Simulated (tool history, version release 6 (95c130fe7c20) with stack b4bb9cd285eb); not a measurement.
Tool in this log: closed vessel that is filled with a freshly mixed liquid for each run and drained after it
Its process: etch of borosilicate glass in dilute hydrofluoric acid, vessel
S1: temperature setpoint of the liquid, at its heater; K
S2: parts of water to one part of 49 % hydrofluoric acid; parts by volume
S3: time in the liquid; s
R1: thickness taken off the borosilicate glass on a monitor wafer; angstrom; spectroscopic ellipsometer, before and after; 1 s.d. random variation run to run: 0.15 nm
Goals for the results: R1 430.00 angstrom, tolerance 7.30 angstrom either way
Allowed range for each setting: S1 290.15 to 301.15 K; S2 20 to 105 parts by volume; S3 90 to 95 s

run,hour,S1,S2,S3,R1
1,0.0,293.15,55,90,447.24
2,8.6,293.15,55,95,474.60
3,12.3,293.15,55,95,476.45
4,13.4,296.65,55,95,547.96
5,21.1,295.65,55,95,529.26
6,29.8,295.65,55,90,500.05
7,34.2,295.15,55,90,487.66
8,40.5,294.65,55,90,484.60
9,48.9,294.15,55,90,470.07
10,49.9,293.65,55,90,460.52
11,56.2,293.15,55,90,449.53
12,64.9,292.65,55,90,442.06

Exactly one of the 4 candidate moves below puts every result within its allowed miss. Which one?
A,73.6,294.15,60,90,?
B,73.6,292.15,55,95,?
C,73.6,292.15,60,95,?
D,73.6,293.15,55,90,?

move,R1
A,428.36
B,456.42
C,415.72
D,451.10
A: every result lands within tolerance
B: further off than the last run
C: takes the biggest miss from the last run beyond its target
D: further off than the last run
A is the move that brings every result within its allowed miss.
